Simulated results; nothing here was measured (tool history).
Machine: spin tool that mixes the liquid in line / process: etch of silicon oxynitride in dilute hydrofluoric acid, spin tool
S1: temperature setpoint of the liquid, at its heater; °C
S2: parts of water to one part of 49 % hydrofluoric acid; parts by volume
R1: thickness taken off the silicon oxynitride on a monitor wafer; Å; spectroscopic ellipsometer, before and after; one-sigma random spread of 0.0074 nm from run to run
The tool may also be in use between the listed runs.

{"run": 1, "hour": 0.0, "S1": 26, "S2": 155, "time under the liquid (s)": 60, "R1": 11.819}
{"run": 2, "hour": 8.1, "S1": 25, "S2": 155, "time under the liquid (s)": 60, "R1": 10.918}
{"run": 3, "hour": 11.9, "S1": 25, "S2": 110, "time under the liquid (s)": 60, "R1": 16.166}
{"run": 4, "hour": 15.0, "S1": 25, "S2": 90, "time under the liquid (s)": 60, "R1": 19.903}
{"run": 5, "hour": 18.4, "S1": 24, "S2": 100, "time under the liquid (s)": 60, "R1": 17.161}
{"run": 6, "hour": 23.1, "S1": 23, "S2": 110, "time under the liquid (s)": 60, "R1": 14.665}
{"run": 7, "hour": 26.1, "S1": 22, "S2": 115, "time under the liquid (s)": 60, "R1": 13.43}
{"run": 8, "hour": 29.8, "S1": 21.5, "S2": 120, "time under the liquid (s)": 60, "R1": 12.598}

Expected results for the next run?
{"run": 9, "hour": 32.7, "S1": 21, "S2": 125, "time under the liquid (s)": 60, "R1": "?"}

R1: 11.77 Å
